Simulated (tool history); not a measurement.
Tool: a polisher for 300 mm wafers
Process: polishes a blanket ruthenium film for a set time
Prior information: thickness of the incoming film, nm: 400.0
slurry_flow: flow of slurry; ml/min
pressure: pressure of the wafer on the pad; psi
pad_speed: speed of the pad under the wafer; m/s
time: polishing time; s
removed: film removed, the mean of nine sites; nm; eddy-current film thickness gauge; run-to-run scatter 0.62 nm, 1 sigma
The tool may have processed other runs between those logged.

run 1 hour=0.0 | slurry_flow=310 pressure=2.3 pad_speed=1.04 time=73 | removed=110.36
run 2 hour=5.3 | slurry_flow=310 pressure=2.3 pad_speed=1.04 time=73 | removed=109.96
run 3 hour=10.8 | slurry_flow=310 pressure=2.2 pad_speed=1.04 time=73 | removed=105.91
run 4 hour=17.9 | slurry_flow=310 pressure=2.1 pad_speed=1.04 time=73 | removed=103.43
run 5 hour=19.1 | slurry_flow=310 pressure=2.5 pad_speed=1.04 time=73 | removed=115.49
run 6 hour=21.7 | slurry_flow=375 pressure=2.5 pad_speed=1.04 time=73 | removed=115.68
run 7 hour=25.8 | slurry_flow=375 pressure=2.3 pad_speed=1.04 time=73 | removed=110.08
run 8 hour=28.3 | slurry_flow=375 pressure=2.2 pad_speed=1.04 time=73 | removed=108.30

Run 9 is up next; what results do you expect?
run 9 hour=31.5 | slurry_flow=375 pressure=2.1 pad_speed=1.04 time=73 | removed=?

{"run 9": {"removed": 105.61}}
